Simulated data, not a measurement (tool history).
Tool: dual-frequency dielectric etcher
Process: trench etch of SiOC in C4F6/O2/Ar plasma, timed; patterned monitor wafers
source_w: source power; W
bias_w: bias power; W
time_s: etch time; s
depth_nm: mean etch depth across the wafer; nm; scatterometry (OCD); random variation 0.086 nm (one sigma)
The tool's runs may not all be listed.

run 1 hour=0.0 | source_w=300 bias_w=225 time_s=11 | depth_nm=21.740
run 2 hour=6.8 | source_w=300 bias_w=241 time_s=11 | depth_nm=22.312
run 3 hour=10.5 | source_w=320 bias_w=246 time_s=11 | depth_nm=22.897
run 4 hour=17.7 | source_w=320 bias_w=277 time_s=11 | depth_nm=23.659
run 5 hour=24.4 | source_w=330 bias_w=280 time_s=11 | depth_nm=23.896
run 6 hour=27.5 | source_w=270 bias_w=280 time_s=11 | depth_nm=22.658
run 7 hour=29.7 | source_w=290 bias_w=287 time_s=11 | depth_nm=23.347

The next listed run, before its measurement:
run 8 hour=36.8 | source_w=300 bias_w=293 time_s=11 | depth_nm=?

Run 8 gave depth_nm 23.911 nm.

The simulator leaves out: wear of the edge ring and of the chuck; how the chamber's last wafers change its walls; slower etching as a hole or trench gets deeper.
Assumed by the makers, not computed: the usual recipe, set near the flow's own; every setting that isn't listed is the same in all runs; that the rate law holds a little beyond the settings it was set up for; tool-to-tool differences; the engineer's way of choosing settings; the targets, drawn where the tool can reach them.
